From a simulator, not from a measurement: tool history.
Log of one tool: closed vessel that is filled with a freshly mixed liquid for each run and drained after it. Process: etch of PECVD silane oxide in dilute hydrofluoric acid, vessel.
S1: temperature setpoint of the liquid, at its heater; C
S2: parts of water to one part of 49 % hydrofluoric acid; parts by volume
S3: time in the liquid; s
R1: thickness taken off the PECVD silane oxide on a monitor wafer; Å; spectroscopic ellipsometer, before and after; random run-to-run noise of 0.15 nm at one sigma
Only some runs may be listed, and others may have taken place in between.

run 1 hour=0.0 | S1=25.0 S2=275 S3=760 | R1=458.95
run 2 hour=2.3 | S1=26.5 S2=275 S3=760 | R1=486.68
run 3 hour=7.2 | S1=25.5 S2=280 S3=760 | R1=459.70
run 4 hour=7.8 | S1=25.5 S2=235 S3=760 | R1=572.32
run 5 hour=12.6 | S1=25.5 S2=235 S3=815 | R1=613.82
run 6 hour=20.6 | S1=25.5 S2=290 S3=815 | R1=471.58
run 7 hour=23.9 | S1=24.5 S2=295 S3=815 | R1=440.73

Run 8 is up next; what results do you expect?
run 8 hour=31.6 | S1=23.5 S2=300 S3=815 | R1=?

{"run 8": {"R1": 419.9}}

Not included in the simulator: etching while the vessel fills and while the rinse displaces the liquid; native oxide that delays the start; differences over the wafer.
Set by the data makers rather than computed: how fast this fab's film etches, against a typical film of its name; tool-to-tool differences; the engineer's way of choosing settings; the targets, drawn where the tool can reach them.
